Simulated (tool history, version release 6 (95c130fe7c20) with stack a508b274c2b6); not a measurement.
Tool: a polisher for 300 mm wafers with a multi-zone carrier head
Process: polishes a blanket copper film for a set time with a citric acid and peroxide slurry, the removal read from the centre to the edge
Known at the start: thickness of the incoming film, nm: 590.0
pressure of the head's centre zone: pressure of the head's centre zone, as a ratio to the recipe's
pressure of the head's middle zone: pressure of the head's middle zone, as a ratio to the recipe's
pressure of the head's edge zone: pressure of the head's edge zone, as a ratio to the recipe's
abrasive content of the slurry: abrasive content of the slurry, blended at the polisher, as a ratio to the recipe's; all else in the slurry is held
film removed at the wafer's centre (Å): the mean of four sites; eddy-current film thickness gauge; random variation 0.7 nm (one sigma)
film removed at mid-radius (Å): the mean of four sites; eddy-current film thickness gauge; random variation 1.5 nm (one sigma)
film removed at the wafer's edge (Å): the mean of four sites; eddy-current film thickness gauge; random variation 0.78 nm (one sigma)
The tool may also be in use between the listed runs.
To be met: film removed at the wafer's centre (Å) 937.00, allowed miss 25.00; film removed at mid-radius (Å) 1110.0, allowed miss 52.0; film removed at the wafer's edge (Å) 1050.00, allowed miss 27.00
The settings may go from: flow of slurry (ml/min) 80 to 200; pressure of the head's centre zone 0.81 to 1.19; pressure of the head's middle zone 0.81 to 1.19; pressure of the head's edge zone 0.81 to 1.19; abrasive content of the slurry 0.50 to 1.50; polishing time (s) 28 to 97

| run | day | flow of slurry (ml/min) | pressure of the head's centre zone | pressure of the head's middle zone | pressure of the head's edge zone | abrasive content of the slurry | polishing time (s) | film removed at the wafer's centre (Å) | film removed at mid-radius (Å) | film removed at the wafer's edge (Å) |
|---|---|---|---|---|---|---|---|---|---|---|
| 1 | 0.000 | 130 | 1.00 | 1.00 | 1.00 | 1.00 | 62 | 1808.90 | 1870.4 | 1817.30 |
| 2 | 0.308 | 130 | 1.00 | 1.00 | 0.97 | 1.00 | 62 | 1819.50 | 1905.2 | 1796.30 |
| 3 | 0.346 | 125 | 0.98 | 0.99 | 0.96 | 0.95 | 60 | 1680.20 | 1750.8 | 1667.00 |
| 4 | 0.654 | 125 | 0.98 | 0.99 | 0.96 | 1.10 | 60 | 1725.10 | 1807.5 | 1756.30 |
| 5 | 0.871 | 125 | 0.98 | 0.99 | 0.96 | 1.00 | 60 | 1693.50 | 1743.9 | 1726.20 |
| 6 | 1.038 | 125 | 0.98 | 0.99 | 0.96 | 1.00 | 49 | 1380.50 | 1456.6 | 1392.00 |
| 7 | 1.179 | 120 | 0.96 | 0.99 | 0.95 | 0.95 | 49 | 1341.40 | 1382.3 | 1364.10 |
| 8 | 1.292 | 115 | 0.94 | 1.01 | 0.95 | 0.90 | 48 | 1258.60 | 1371.2 | 1314.40 |
| 9 | 1.579 | 110 | 0.93 | 1.01 | 0.94 | 0.85 | 48 | 1203.40 | 1355.9 | 1259.60 |
| 10 | 1.900 | 105 | 0.92 | 1.00 | 0.93 | 0.80 | 48 | 1150.10 | 1295.1 | 1221.70 |
| 11 | 2.121 | 105 | 0.91 | 0.99 | 0.92 | 0.80 | 48 | 1141.10 | 1280.7 | 1231.20 |
| 12 | 2.388 | 105 | 0.90 | 0.99 | 0.91 | 0.75 | 48 | 1125.50 | 1243.1 | 1213.00 |
| 13 | 2.438 | 85 | 0.81 | 1.05 | 0.82 | 0.50 | 46 | 819.79 | 1049.0 | 932.76 |
| 14 | 2.508 | 90 | 0.81 | 1.04 | 0.83 | 0.50 | 46 | 834.36 | 1061.2 | 943.45 |
| 15 | 2.667 | 95 | 0.81 | 1.03 | 0.84 | 0.50 | 46 | 847.89 | 1085.1 | 956.69 |
| 16 | 2.846 | 95 | 0.81 | 1.02 | 0.85 | 0.50 | 46 | 845.16 | 1032.7 | 972.08 |
| 17 | 3.162 | 100 | 0.81 | 1.02 | 0.85 | 0.50 | 46 | 871.60 | 1083.1 | 979.36 |
| 18 | 3.417 | 100 | 0.81 | 1.02 | 0.86 | 0.50 | 46 | 879.95 | 1096.4 | 990.56 |
| 19 | 3.525 | 100 | 0.81 | 1.01 | 0.86 | 0.50 | 46 | 874.32 | 1070.6 | 988.28 |
| 20 | 3.688 | 100 | 0.81 | 1.01 | 0.87 | 0.50 | 46 | 874.58 | 1091.0 | 987.95 |
| 21 | 3.842 | 100 | 0.81 | 1.00 | 0.88 | 0.50 | 46 | 878.45 | 1083.0 | 999.10 |
| 22 | 3.917 | 110 | 0.81 | 0.98 | 0.90 | 0.50 | 46 | 887.23 | 1083.4 | 1023.50 |

4 next moves are on the table. One of them brings every result within its allowed miss. Which?
| A | 3.992 | 135 | 0.81 | 1.10 | 0.89 | 0.55 | 40 | ? | ? | ? |
| B | 3.992 | 115 | 0.81 | 0.98 | 0.93 | 0.55 | 42 | ? | ? | ? |
| C | 3.992 | 135 | 0.85 | 1.02 | 0.99 | 0.55 | 42 | ? | ? | ? |
| D | 3.992 | 135 | 0.88 | 0.93 | 0.87 | 0.50 | 43 | ? | ? | ? |

| move | film removed at the wafer's centre (Å) | film removed at mid-radius (Å) | film removed at the wafer's edge (Å) |
|---|---|---|---|
| A | 855.60 | 1134.2 | 954.39 |
| B | 857.36 | 1040.1 | 995.68 |
| C | 930.10 | 1118.7 | 1054.40 |
| D | 949.42 | 1033.2 | 989.56 |
A: further off than the last run
B: further off than the last run
C: meets every target
D: brings the result that was furthest off to its target, and leaves another outside
The right move is C.
